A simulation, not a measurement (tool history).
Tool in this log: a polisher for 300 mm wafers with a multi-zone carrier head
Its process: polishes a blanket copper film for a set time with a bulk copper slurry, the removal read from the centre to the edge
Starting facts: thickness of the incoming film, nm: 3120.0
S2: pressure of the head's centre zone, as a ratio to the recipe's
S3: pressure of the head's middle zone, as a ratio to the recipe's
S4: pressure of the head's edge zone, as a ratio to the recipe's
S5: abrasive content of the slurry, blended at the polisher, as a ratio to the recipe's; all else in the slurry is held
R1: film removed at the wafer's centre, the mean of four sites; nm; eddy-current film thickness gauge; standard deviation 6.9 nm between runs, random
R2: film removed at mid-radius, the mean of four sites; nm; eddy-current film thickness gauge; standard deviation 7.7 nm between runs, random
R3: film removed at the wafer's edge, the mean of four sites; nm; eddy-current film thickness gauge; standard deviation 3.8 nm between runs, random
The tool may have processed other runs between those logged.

Run 1, hour 0.0: flow of slurry (ml/min) 285, S2 1.00, S3 1.00, S4 1.00, S5 1.00, polishing time (s) 53. Result: R1 483.10 nm, R2 468.67 nm, R3 465.29 nm.
Run 2, hour 7.8: flow of slurry (ml/min) 290, S2 1.01, S3 1.01, S4 1.03, S5 1.10, polishing time (s) 54. Result: R1 507.87 nm, R2 476.03 nm, R3 478.56 nm.
Run 3, hour 9.6: flow of slurry (ml/min) 245, S2 1.01, S3 1.01, S4 1.03, S5 1.10, polishing time (s) 54. Result: R1 495.25 nm, R2 475.54 nm, R3 478.20 nm.
Run 4, hour 13.5: flow of slurry (ml/min) 245, S2 1.01, S3 1.01, S4 1.05, S5 1.15, polishing time (s) 56. Result: R1 527.03 nm, R2 493.10 nm, R3 500.44 nm.
Run 5, hour 17.1: flow of slurry (ml/min) 245, S2 1.00, S3 1.01, S4 1.07, S5 1.20, polishing time (s) 57. Result: R1 528.42 nm, R2 516.68 nm, R3 512.18 nm.
Run 6, hour 24.1: flow of slurry (ml/min) 245, S2 1.00, S3 1.01, S4 1.07, S5 1.10, polishing time (s) 57. Result: R1 522.94 nm, R2 500.78 nm, R3 506.76 nm.
Run 7, hour 24.8: flow of slurry (ml/min) 295, S2 1.05, S3 0.99, S4 1.17, S5 1.35, polishing time (s) 60. Result: R1 611.36 nm, R2 542.44 nm, R3 585.52 nm.
Run 8, hour 26.0: flow of slurry (ml/min) 300, S2 1.05, S3 1.00, S4 1.17, S5 1.35, polishing time (s) 60. Result: R1 619.05 nm, R2 544.49 nm, R3 583.61 nm.
Run 9, hour 31.4: flow of slurry (ml/min) 300, S2 1.04, S3 1.01, S4 1.17, S5 1.35, polishing time (s) 60. Result: R1 596.31 nm, R2 558.16 nm, R3 590.05 nm.
Run 10, hour 32.4: flow of slurry (ml/min) 305, S2 1.04, S3 1.01, S4 1.17, S5 1.35, polishing time (s) 60. Result: R1 600.44 nm, R2 560.32 nm, R3 585.77 nm.

Run 11 has not been measured yet. What should we expect?
Run 11, hour 34.5: flow of slurry (ml/min) 310, S2 1.04, S3 1.01, S4 1.17, S5 1.35, polishing time (s) 60. Result: R1 ?, R2 ?, R3 ?.

Run 11 came out at R1 612.07 nm, R2 559.26 nm, R3 591.89 nm.
